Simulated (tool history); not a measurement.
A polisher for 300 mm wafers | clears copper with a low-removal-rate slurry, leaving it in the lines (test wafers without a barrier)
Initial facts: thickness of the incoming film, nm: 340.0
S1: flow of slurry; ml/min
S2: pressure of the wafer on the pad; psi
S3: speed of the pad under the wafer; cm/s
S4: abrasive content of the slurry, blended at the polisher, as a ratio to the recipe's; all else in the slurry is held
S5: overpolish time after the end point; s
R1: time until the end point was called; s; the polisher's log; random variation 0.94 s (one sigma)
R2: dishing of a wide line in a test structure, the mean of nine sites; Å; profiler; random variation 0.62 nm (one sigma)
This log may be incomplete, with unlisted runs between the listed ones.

run,hour,S1,S2,S3,S4,S5,R1,R2
1,0,175,3.5,102,1,26,114.75,564.03
2,3.3,175,3.5,102,0.9,26,118.64,551.53
3,5.8,175,3.5,78,0.9,26,153.27,438.23
4,13.4,175,3.5,88,0.9,26,133.75,505.84
5,17.7,180,3.7,90,1.05,21,122.09,472.91
6,24.3,180,3.7,90,1.2,21,117.53,465.62
7,26.2,160,3.8,94,1.3,18,111.62,435.47
8,27.5,145,3.9,96,1.35,15,106.72,377.71
9,29.4,165,4.5,98,1.4,8,89.577,253.68

What does the tool deliver on the next run?
10,35,160,4.5,100,1.4,9,?,?

For run 10 the tool returned R1 87.383 s, R2 289.91 Å.

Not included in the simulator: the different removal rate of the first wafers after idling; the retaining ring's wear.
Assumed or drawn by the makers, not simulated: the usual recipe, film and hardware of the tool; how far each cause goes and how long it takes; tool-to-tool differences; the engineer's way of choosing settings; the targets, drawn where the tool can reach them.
